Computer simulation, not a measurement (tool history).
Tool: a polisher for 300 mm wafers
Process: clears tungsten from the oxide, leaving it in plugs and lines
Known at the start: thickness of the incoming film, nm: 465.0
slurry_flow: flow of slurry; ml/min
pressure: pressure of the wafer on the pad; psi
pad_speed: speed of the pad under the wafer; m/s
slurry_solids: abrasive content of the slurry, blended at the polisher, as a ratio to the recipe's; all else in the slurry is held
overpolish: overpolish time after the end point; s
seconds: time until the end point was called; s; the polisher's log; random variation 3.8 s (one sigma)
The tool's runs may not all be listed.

{"run": 1, "day": 0.0, "slurry_flow": 175, "pressure": 2.9, "pad_speed": 1.0, "slurry_solids": 1.0, "overpolish": 28, "seconds": 124.96}
{"run": 2, "day": 0.167, "slurry_flow": 175, "pressure": 2.6, "pad_speed": 1.0, "slurry_solids": 1.0, "overpolish": 28, "seconds": 128.98}
{"run": 3, "day": 0.521, "slurry_flow": 175, "pressure": 2.6, "pad_speed": 1.0, "slurry_solids": 1.0, "overpolish": 31, "seconds": 129.48}
{"run": 4, "day": 0.704, "slurry_flow": 175, "pressure": 2.6, "pad_speed": 1.0, "slurry_solids": 0.85, "overpolish": 31, "seconds": 132.19}
{"run": 5, "day": 0.733, "slurry_flow": 175, "pressure": 2.6, "pad_speed": 1.0, "slurry_solids": 1.0, "overpolish": 31, "seconds": 125.64}
{"run": 6, "day": 0.875, "slurry_flow": 175, "pressure": 2.6, "pad_speed": 1.0, "slurry_solids": 0.8, "overpolish": 31, "seconds": 134.01}
{"run": 7, "day": 1.104, "slurry_flow": 175, "pressure": 2.3, "pad_speed": 0.94, "slurry_solids": 0.8, "overpolish": 31, "seconds": 153.18}
{"run": 8, "day": 1.183, "slurry_flow": 175, "pressure": 2.0, "pad_speed": 0.9, "slurry_solids": 0.8, "overpolish": 31, "seconds": 173.58}

Forecast run 9:
{"run": 9, "day": 1.521, "slurry_flow": 175, "pressure": 1.8, "pad_speed": 0.88, "slurry_solids": 0.8, "overpolish": 31, "seconds": "?"}

seconds: 177.73 s
